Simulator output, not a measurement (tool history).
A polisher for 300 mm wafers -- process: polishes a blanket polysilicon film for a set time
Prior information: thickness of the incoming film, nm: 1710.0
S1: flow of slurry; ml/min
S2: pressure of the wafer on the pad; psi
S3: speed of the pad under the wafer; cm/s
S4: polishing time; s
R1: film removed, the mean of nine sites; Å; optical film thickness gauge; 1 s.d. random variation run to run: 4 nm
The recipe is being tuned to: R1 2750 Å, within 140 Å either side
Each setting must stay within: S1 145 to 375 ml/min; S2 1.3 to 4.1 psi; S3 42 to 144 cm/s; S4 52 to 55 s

{"run": 1, "hour": 0.0, "S1": 240, "S2": 2.7, "S3": 92, "S4": 52, "R1": 4280.7}
{"run": 2, "hour": 7.0, "S1": 190, "S2": 2.7, "S3": 92, "S4": 52, "R1": 4180.5}
{"run": 3, "hour": 14.6, "S1": 190, "S2": 2.7, "S3": 82, "S4": 52, "R1": 3762.2}
{"run": 4, "hour": 17.4, "S1": 190, "S2": 2.7, "S3": 94, "S4": 52, "R1": 4277.4}
{"run": 5, "hour": 21.3, "S1": 190, "S2": 2.7, "S3": 76, "S4": 52, "R1": 3477}
{"run": 6, "hour": 24.0, "S1": 190, "S2": 2.7, "S3": 86, "S4": 52, "R1": 3916.4}
{"run": 7, "hour": 27.8, "S1": 190, "S2": 2.5, "S3": 86, "S4": 52, "R1": 3701}
{"run": 8, "hour": 30.9, "S1": 190, "S2": 2.3, "S3": 84, "S4": 52, "R1": 3363.6}
{"run": 9, "hour": 34.0, "S1": 190, "S2": 2.2, "S3": 84, "S4": 52, "R1": 3319.8}
{"run": 10, "hour": 38.1, "S1": 190, "S2": 2.1, "S3": 84, "S4": 52, "R1": 3190.8}
{"run": 11, "hour": 42.2, "S1": 190, "S2": 2, "S3": 84, "S4": 52, "R1": 3015.4}

5 candidate next runs follow, results not yet known. Just one meets every target within its allowed miss. Identify it.
{"run": "A", "hour": 46.3, "S1": 230, "S2": 1.8, "S3": 88, "S4": 55, "R1": "?"}
{"run": "B", "hour": 46.3, "S1": 190, "S2": 2.1, "S3": 86, "S4": 52, "R1": "?"}
{"run": "C", "hour": 46.3, "S1": 150, "S2": 2.5, "S3": 76, "S4": 52, "R1": "?"}
{"run": "D", "hour": 46.3, "S1": 145, "S2": 2.3, "S3": 86, "S4": 52, "R1": "?"}
{"run": "E", "hour": 46.3, "S1": 210, "S2": 1.8, "S3": 80, "S4": 53, "R1": "?"}

move=A R1=3196.1
move=B R1=3260.3
move=C R1=3213.8
move=D R1=3356.3
move=E R1=2776.4
A: moves away from the targets compared with the last run
B: moves away from the targets compared with the last run
C: moves away from the targets compared with the last run
D: moves away from the targets compared with the last run
E: hits every target within its allowed miss
The right move is E.

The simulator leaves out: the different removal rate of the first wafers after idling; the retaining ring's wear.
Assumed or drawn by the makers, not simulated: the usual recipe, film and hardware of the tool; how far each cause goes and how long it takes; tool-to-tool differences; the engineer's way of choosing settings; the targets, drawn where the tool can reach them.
